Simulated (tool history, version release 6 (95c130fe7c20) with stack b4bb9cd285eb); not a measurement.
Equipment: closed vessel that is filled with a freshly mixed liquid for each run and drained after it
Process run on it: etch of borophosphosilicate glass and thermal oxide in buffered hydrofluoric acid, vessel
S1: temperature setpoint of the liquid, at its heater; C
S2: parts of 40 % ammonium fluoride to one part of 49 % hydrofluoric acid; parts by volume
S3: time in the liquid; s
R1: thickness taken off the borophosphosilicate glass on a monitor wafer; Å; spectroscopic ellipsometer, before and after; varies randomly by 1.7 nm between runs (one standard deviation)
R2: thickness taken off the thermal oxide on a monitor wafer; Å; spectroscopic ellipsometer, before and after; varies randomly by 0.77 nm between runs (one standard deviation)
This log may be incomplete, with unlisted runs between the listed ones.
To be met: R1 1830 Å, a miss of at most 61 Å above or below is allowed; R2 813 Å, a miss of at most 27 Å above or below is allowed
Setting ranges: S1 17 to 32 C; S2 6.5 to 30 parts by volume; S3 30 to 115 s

run 1 day=0 | S1=25 S2=19.5 S3=60 | R1=810.22 R2=358.84
run 2 day=0.121 | S1=25.5 S2=18.5 S3=60 | R1=881.26 R2=386.42
run 3 day=0.212 | S1=26 S2=17.5 S3=60 | R1=940.44 R2=425.31
run 4 day=0.346 | S1=28 S2=17.5 S3=60 | R1=1057.1 R2=473.29
run 5 day=0.608 | S1=28 S2=17.5 S3=40 | R1=701.77 R2=313.02
run 6 day=0.667 | S1=31.5 S2=17.5 S3=40 | R1=842.19 R2=369.78
run 7 day=0.804 | S1=31.5 S2=16.5 S3=40 | R1=886.8 R2=397.45
run 8 day=0.938 | S1=31.5 S2=15.5 S3=40 | R1=966.77 R2=431.61
run 9 day=1.304 | S1=31.5 S2=14.5 S3=40 | R1=1020.7 R2=451.58
run 10 day=1.546 | S1=32 S2=8 S3=55 | R1=2492.5 R2=1112.2
run 11 day=1.696 | S1=31.5 S2=8 S3=55 | R1=2465.1 R2=1075.6
run 12 day=2.025 | S1=31 S2=8 S3=55 | R1=2385 R2=1061.3
run 13 day=2.3 | S1=27 S2=9 S3=55 | R1=1706.5 R2=757.5
run 14 day=2.675 | S1=27.5 S2=9 S3=55 | R1=1746.9 R2=769

Which one of the following 5 next-run settings gets every result inside its allowed miss? There is exactly one.
run A day=3.05 | S1=27 S2=8.5 S3=50 | R1=? R2=?
run B day=3.05 | S1=32 S2=30 S3=115 | R1=? R2=?
run C day=3.05 | S1=31.5 S2=12 S3=65 | R1=? R2=?
run D day=3.05 | S1=27 S2=9 S3=65 | R1=? R2=?
run E day=3.05 | S1=26 S2=14.5 S3=95 | R1=? R2=?

move=A R1=1628.5 R2=721.68
move=B R1=1640.2 R2=732.37
move=C R1=1967.7 R2=876.11
move=D R1=1988.7 R2=881.77
move=E R1=1789.2 R2=795.24
A: further off than the last run
B: further off than the last run
C: the result that was furthest off in the last run now lies on the other side of its target
D: the result that was furthest off in the last run now lies on the other side of its target
E: all results in spec
Answer: E

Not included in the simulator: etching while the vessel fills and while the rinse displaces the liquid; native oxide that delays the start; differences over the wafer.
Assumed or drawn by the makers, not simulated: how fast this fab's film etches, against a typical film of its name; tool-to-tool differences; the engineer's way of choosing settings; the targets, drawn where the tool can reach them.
